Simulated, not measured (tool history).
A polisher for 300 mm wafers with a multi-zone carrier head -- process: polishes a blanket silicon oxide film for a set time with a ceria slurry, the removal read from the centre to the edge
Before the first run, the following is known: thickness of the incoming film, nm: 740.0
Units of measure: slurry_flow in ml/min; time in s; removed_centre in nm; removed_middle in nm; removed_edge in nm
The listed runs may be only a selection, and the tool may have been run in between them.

run 1 hour=0.0 | slurry_flow=215 centre_zone=1.00 middle_zone=1.00 edge_zone=1.00 time=89 | removed_centre=319.26 removed_middle=286.48 removed_edge=286.03
run 2 hour=1.7 | slurry_flow=190 centre_zone=0.94 middle_zone=1.01 edge_zone=0.99 time=74 | removed_centre=246.06 removed_middle=244.29 removed_edge=233.56
run 3 hour=6.1 | slurry_flow=190 centre_zone=0.94 middle_zone=0.93 edge_zone=0.99 time=74 | removed_centre=246.60 removed_middle=223.87 removed_edge=230.65
run 4 hour=14.9 | slurry_flow=190 centre_zone=0.94 middle_zone=0.93 edge_zone=0.99 time=92 | removed_centre=306.44 removed_middle=278.83 removed_edge=289.70
run 5 hour=16.5 | slurry_flow=190 centre_zone=0.94 middle_zone=0.93 edge_zone=1.05 time=92 | removed_centre=307.76 removed_middle=280.86 removed_edge=297.03
run 6 hour=22.1 | slurry_flow=175 centre_zone=0.90 middle_zone=0.94 edge_zone=1.05 time=76 | removed_centre=240.40 removed_middle=229.32 removed_edge=243.82
run 7 hour=25.6 | slurry_flow=165 centre_zone=0.87 middle_zone=0.96 edge_zone=1.03 time=66 | removed_centre=204.00 removed_middle=199.89 removed_edge=213.91
-- hour=26.2 centre zone pressure recalibrated
run 8 hour=26.2 | slurry_flow=160 centre_zone=0.85 middle_zone=1.00 edge_zone=1.00 time=59 | removed_centre=160.84 removed_middle=185.42 removed_edge=184.01
run 9 hour=28.8 | slurry_flow=160 centre_zone=0.85 middle_zone=0.98 edge_zone=0.95 time=58 | removed_centre=158.74 removed_middle=181.11 removed_edge=176.90
run 10 hour=32.1 | slurry_flow=160 centre_zone=0.85 middle_zone=0.96 edge_zone=0.91 time=57 | removed_centre=154.66 removed_middle=174.28 removed_edge=171.35
run 11 hour=36.3 | slurry_flow=160 centre_zone=0.85 middle_zone=0.95 edge_zone=0.88 time=56 | removed_centre=153.90 removed_middle=168.29 removed_edge=166.27

Estimate the outcome of run 12 from the log above:
run 12 hour=43.7 | slurry_flow=145 centre_zone=0.81 middle_zone=0.97 edge_zone=0.83 time=52 | removed_centre=? removed_middle=? removed_edge=?

{"run 12": {"removed_centre": 135.83, "removed_middle": 158.19, "removed_edge": 147.32}}
